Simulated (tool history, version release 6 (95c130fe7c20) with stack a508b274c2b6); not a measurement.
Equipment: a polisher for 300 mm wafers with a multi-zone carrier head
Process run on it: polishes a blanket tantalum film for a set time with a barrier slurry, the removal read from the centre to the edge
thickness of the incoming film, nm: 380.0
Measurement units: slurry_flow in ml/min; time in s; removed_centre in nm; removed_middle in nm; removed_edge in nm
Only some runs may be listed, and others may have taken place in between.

run 1 hour=0.0 | slurry_flow=285 centre_zone=1.00 middle_zone=1.00 edge_zone=1.00 slurry_solids=1.00 time=64 | removed_centre=140.150 removed_middle=138.640 removed_edge=137.340
run 2 hour=1.5 | slurry_flow=285 centre_zone=1.00 middle_zone=0.96 edge_zone=1.00 slurry_solids=1.00 time=64 | removed_centre=137.920 removed_middle=137.250 removed_edge=135.420
run 3 hour=2.1 | slurry_flow=250 centre_zone=1.00 middle_zone=0.96 edge_zone=1.00 slurry_solids=1.00 time=64 | removed_centre=134.630 removed_middle=131.910 removed_edge=137.250
run 4 hour=5.3 | slurry_flow=250 centre_zone=1.00 middle_zone=0.96 edge_zone=1.00 slurry_solids=1.00 time=79 | removed_centre=165.760 removed_middle=164.110 removed_edge=170.520
run 5 hour=9.4 | slurry_flow=250 centre_zone=1.00 middle_zone=0.88 edge_zone=1.00 slurry_solids=1.00 time=79 | removed_centre=167.370 removed_middle=156.800 removed_edge=169.530
run 6 hour=14.9 | slurry_flow=250 centre_zone=1.00 middle_zone=0.88 edge_zone=1.00 slurry_solids=1.00 time=89 | removed_centre=187.710 removed_middle=174.100 removed_edge=191.410
run 7 hour=22.5 | slurry_flow=245 centre_zone=0.99 middle_zone=0.87 edge_zone=1.00 slurry_solids=0.95 time=84 | removed_centre=172.360 removed_middle=164.620 removed_edge=177.270
run 8 hour=23.6 | slurry_flow=235 centre_zone=0.99 middle_zone=0.86 edge_zone=1.02 slurry_solids=0.90 time=78 | removed_centre=160.370 removed_middle=146.910 removed_edge=162.760
run 9 hour=26.8 | slurry_flow=235 centre_zone=0.99 middle_zone=0.86 edge_zone=1.02 slurry_solids=0.90 time=78 | removed_centre=154.970 removed_middle=147.400 removed_edge=166.050
run 10 hour=31.3 | slurry_flow=230 centre_zone=0.99 middle_zone=0.85 edge_zone=1.01 slurry_solids=0.85 time=74 | removed_centre=151.830 removed_middle=136.410 removed_edge=155.730
run 11 hour=39.3 | slurry_flow=230 centre_zone=0.98 middle_zone=0.85 edge_zone=1.00 slurry_solids=0.80 time=70 | removed_centre=139.430 removed_middle=130.160 removed_edge=141.640
run 12 hour=45.7 | slurry_flow=225 centre_zone=0.97 middle_zone=0.84 edge_zone=1.01 slurry_solids=0.75 time=66 | removed_centre=126.630 removed_middle=115.550 removed_edge=132.180
run 13 hour=48.9 | slurry_flow=215 centre_zone=0.89 middle_zone=0.83 edge_zone=0.91 slurry_solids=0.50 time=49 | removed_centre=77.954 removed_middle=78.731 removed_edge=85.087
run 14 hour=50.5 | slurry_flow=220 centre_zone=0.90 middle_zone=0.83 edge_zone=0.92 slurry_solids=0.50 time=49 | removed_centre=79.990 removed_middle=78.663 removed_edge=86.618
run 15 hour=58.0 | slurry_flow=225 centre_zone=0.90 middle_zone=0.83 edge_zone=0.93 slurry_solids=0.50 time=49 | removed_centre=79.047 removed_middle=78.905 removed_edge=86.592
run 16 hour=65.2 | slurry_flow=225 centre_zone=0.91 middle_zone=0.83 edge_zone=0.94 slurry_solids=0.50 time=49 | removed_centre=80.072 removed_middle=78.401 removed_edge=86.574
run 17 hour=68.8 | slurry_flow=225 centre_zone=0.91 middle_zone=0.83 edge_zone=0.95 slurry_solids=0.50 time=49 | removed_centre=79.072 removed_middle=80.645 removed_edge=88.250
run 18 hour=69.8 | slurry_flow=220 centre_zone=0.92 middle_zone=0.83 edge_zone=0.96 slurry_solids=0.50 time=49 | removed_centre=82.088 removed_middle=82.378 removed_edge=88.173
run 19 hour=78.5 | slurry_flow=225 centre_zone=0.92 middle_zone=0.83 edge_zone=0.96 slurry_solids=0.50 time=49 | removed_centre=80.431 removed_middle=80.897 removed_edge=88.261
run 20 hour=84.5 | slurry_flow=225 centre_zone=0.93 middle_zone=0.83 edge_zone=0.96 slurry_solids=0.50 time=49 | removed_centre=81.111 removed_middle=79.423 removed_edge=87.886

Run 21 is up next; what results do you expect?
run 21 hour=91.1 | slurry_flow=225 centre_zone=0.94 middle_zone=0.83 edge_zone=0.97 slurry_solids=0.50 time=49 | removed_centre=? removed_middle=? removed_edge=?

Run 21 yielded removed_centre 83.563 nm, removed_middle 79.790 nm, removed_edge 88.578 nm.
